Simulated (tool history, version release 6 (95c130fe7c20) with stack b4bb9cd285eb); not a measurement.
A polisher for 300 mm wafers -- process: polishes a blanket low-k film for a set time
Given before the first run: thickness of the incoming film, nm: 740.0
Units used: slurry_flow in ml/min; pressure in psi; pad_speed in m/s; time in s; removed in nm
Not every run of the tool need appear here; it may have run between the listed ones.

run  hour  slurry_flow  pressure  pad_speed  slurry_solids  time  removed
  1   0.0          310       2.1       0.92           1.00   123   54.262
  2   3.9          310       2.2       0.92           1.00   123   58.142
  3   8.4          310       2.2       0.80           1.00   123   50.582
  4  15.8          310       2.3       0.80           1.00   123   53.320
  5  18.7          370       2.3       0.80           1.00   123   53.345
  6  22.3          370       2.3       0.80           0.85   123   50.354

Predict the results of run 7:
  7  24.2          370       2.4       0.80           0.85   123        ?

Run 7 produced removed 52.477 nm.

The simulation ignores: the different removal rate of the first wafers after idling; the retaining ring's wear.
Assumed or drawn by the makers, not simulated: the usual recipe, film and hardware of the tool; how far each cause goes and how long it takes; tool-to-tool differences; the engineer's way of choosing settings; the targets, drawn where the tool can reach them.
